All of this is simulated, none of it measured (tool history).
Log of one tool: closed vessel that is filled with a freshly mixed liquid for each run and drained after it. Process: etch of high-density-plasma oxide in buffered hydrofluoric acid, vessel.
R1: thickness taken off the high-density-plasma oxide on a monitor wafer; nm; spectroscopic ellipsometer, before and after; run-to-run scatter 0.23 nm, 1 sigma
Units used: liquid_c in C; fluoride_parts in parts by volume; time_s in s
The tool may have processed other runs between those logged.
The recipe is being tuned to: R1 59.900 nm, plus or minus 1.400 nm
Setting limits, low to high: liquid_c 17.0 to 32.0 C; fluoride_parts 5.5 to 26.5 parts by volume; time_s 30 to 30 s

{"run": 1, "hour": 0.0, "liquid_c": 24.0, "fluoride_parts": 16.0, "time_s": 30, "R1": 25.115}
{"run": 2, "hour": 5.2, "liquid_c": 26.0, "fluoride_parts": 14.0, "time_s": 30, "R1": 32.188}
{"run": 3, "hour": 7.9, "liquid_c": 27.5, "fluoride_parts": 13.0, "time_s": 30, "R1": 37.304}
{"run": 4, "hour": 12.6, "liquid_c": 27.5, "fluoride_parts": 15.5, "time_s": 30, "R1": 31.368}
{"run": 5, "hour": 14.5, "liquid_c": 27.5, "fluoride_parts": 15.5, "time_s": 30, "R1": 31.553}
{"run": 6, "hour": 15.2, "liquid_c": 29.0, "fluoride_parts": 15.5, "time_s": 30, "R1": 34.103}
{"run": 7, "hour": 17.7, "liquid_c": 30.0, "fluoride_parts": 14.0, "time_s": 30, "R1": 39.676}
{"run": 8, "hour": 19.8, "liquid_c": 30.5, "fluoride_parts": 12.5, "time_s": 30, "R1": 45.045}
{"run": 9, "hour": 26.3, "liquid_c": 32.0, "fluoride_parts": 8.5, "time_s": 30, "R1": 69.813}
{"run": 10, "hour": 32.3, "liquid_c": 31.5, "fluoride_parts": 8.5, "time_s": 30, "R1": 67.703}

Which of these 5 next moves meets every target?
{"run": "A", "hour": 38.3, "liquid_c": 32.0, "fluoride_parts": 7.5, "time_s": 30, "R1": "?"}
{"run": "B", "hour": 38.3, "liquid_c": 32.0, "fluoride_parts": 8.0, "time_s": 30, "R1": "?"}
{"run": "C", "hour": 38.3, "liquid_c": 30.5, "fluoride_parts": 9.0, "time_s": 30, "R1": "?"}
{"run": "D", "hour": 38.3, "liquid_c": 32.0, "fluoride_parts": 8.5, "time_s": 30, "R1": "?"}
{"run": "E", "hour": 38.3, "liquid_c": 30.0, "fluoride_parts": 8.5, "time_s": 30, "R1": "?"}

move=A R1=79.466
move=B R1=74.117
move=C R1=60.348
move=D R1=69.412
move=E R1=62.549
A: moves away from the targets compared with the last run
B: moves away from the targets compared with the last run
C: in spec on every target
D: moves away from the targets compared with the last run
E: nearer the targets than the last run, but a result is still out of spec
Move C is the one to make.

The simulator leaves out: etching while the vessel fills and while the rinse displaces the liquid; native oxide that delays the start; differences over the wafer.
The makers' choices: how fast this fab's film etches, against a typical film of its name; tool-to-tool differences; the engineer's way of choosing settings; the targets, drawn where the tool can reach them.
